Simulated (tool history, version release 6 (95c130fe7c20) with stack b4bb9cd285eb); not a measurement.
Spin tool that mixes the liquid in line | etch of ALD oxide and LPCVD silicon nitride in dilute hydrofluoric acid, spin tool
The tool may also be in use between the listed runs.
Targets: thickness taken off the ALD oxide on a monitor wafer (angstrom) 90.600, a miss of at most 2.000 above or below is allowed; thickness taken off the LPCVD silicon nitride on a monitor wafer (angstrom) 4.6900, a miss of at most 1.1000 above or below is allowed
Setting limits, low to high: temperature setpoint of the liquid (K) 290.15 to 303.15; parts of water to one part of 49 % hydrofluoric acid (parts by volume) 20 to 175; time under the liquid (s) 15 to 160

run,hour,temperature setpoint of the liquid (K),parts of water to one part of 49 % hydrofluoric acid (parts by volume),time under the liquid (s),thickness taken off the ALD oxide on a monitor wafer (angstrom),thickness taken off the LPCVD silicon nitride on a monitor wafer (angstrom)
1,0.0,295.15,95,80,85.820,4.3273
2,1.6,295.15,95,50,53.884,2.6528
3,2.6,296.65,90,50,59.907,2.7631
4,8.4,297.65,85,50,67.314,3.6122
5,12.9,297.65,85,35,47.485,2.2909
6,19.5,297.65,100,35,39.164,1.9102
7,23.7,298.65,90,35,45.317,2.1492
8,26.2,298.65,80,35,51.424,2.5848
9,33.5,298.65,70,35,59.750,2.9349
10,35.5,302.65,45,35,113.510,6.0581
11,44.5,299.15,45,35,99.613,4.9637
12,46.5,298.65,45,35,95.868,4.7402
13,48.3,298.65,45,35,96.824,4.2804

Consider the 5 candidate settings below. Which is the only one whose results all fall within their allowed miss of target?
A,50.1,303.15,60,35,?,?
B,50.1,301.65,65,40,?,?
C,50.1,301.15,70,45,?,?
D,50.1,298.65,85,65,?,?
E,50.1,301.15,85,55,?,?

move,thickness taken off the ALD oxide on a monitor wafer (angstrom),thickness taken off the LPCVD silicon nitride on a monitor wafer (angstrom)
A,84.339,4.7725
B,83.305,4.5727
C,84.762,4.6277
D,89.594,4.6839
E,83.632,4.6635
A: takes the result that was furthest off past its target
B: takes the result that was furthest off past its target
C: takes the result that was furthest off past its target
D: meets every target
E: takes the result that was furthest off past its target
D is the move that brings every result within its allowed miss.

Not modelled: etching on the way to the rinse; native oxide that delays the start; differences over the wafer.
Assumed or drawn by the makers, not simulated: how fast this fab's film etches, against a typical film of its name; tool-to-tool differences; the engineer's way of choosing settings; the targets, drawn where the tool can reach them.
